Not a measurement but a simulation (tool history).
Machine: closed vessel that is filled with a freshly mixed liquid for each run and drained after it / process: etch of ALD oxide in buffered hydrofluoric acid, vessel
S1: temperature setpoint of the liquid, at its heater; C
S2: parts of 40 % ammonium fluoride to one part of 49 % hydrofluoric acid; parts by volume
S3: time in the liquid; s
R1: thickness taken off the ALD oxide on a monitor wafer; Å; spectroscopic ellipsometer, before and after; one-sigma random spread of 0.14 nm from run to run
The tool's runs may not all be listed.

run  hour    S1    S2  S3      R1
  1   0.0  24.0  21.0  30  316.51
  2   6.2  22.5  21.0  30  291.92
  3  11.2  21.5  21.0  30  276.40
  4  19.9  20.5  21.0  30  259.91
  5  22.3  20.5  21.0  30  263.01
  6  26.6  20.5  21.0  30  259.22

The next listed run, before its measurement:
  7  28.7  20.0  21.0  30   ?

R1: 253.57 Å
